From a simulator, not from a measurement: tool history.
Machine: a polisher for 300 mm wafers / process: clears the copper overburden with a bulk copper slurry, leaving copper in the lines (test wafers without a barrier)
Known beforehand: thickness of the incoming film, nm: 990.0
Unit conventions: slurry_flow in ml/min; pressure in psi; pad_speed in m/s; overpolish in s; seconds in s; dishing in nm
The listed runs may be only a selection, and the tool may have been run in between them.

Run 1, day 0: slurry_flow 245 ml/min, pressure 3 psi, pad_speed 1.16 m/s, slurry_solids 1, overpolish 8 s. Result: seconds 71.532 s, dishing 68.522 nm.
Run 2, day 0.371: slurry_flow 215 ml/min, pressure 2.5 psi, pad_speed 0.96 m/s, slurry_solids 0.85, overpolish 6 s. Result: seconds 107.79 s, dishing 39.605 nm.
Run 3, day 0.588: slurry_flow 195 ml/min, pressure 2.2 psi, pad_speed 0.82 m/s, slurry_solids 0.75, overpolish 5 s. Result: seconds 141.09 s, dishing 25.092 nm.
Run 4, day 0.625: slurry_flow 145 ml/min, pressure 2.2 psi, pad_speed 0.82 m/s, slurry_solids 0.75, overpolish 5 s. Result: seconds 143.78 s, dishing 26.002 nm.
Run 5, day 0.908: slurry_flow 145 ml/min, pressure 2.2 psi, pad_speed 0.82 m/s, slurry_solids 0.75, overpolish 7 s. Result: seconds 142.6 s, dishing 34.394 nm.
Run 6, day 1.254: slurry_flow 215 ml/min, pressure 2 psi, pad_speed 0.76 m/s, slurry_solids 0.65, overpolish 5 s. Result: seconds 163.85 s, dishing 22.513 nm.
Run 7, day 1.433: slurry_flow 265 ml/min, pressure 1.8 psi, pad_speed 0.7 m/s, slurry_solids 0.6, overpolish 4 s. Result: seconds 191.36 s, dishing 15.617 nm.
Run 8, day 1.496: slurry_flow 335 ml/min, pressure 1.4 psi, pad_speed 0.84 m/s, slurry_solids 0.5, overpolish 2 s. Result: seconds 220.41 s, dishing 7.1526 nm.

Predict the results of run 9:
Run 9, day 1.571: slurry_flow 330 ml/min, pressure 1.5 psi, pad_speed 0.88 m/s, slurry_solids 0.5, overpolish 2 s. Result: seconds ?, dishing ?.

seconds: 199.35 s
dishing: 7.804 nm
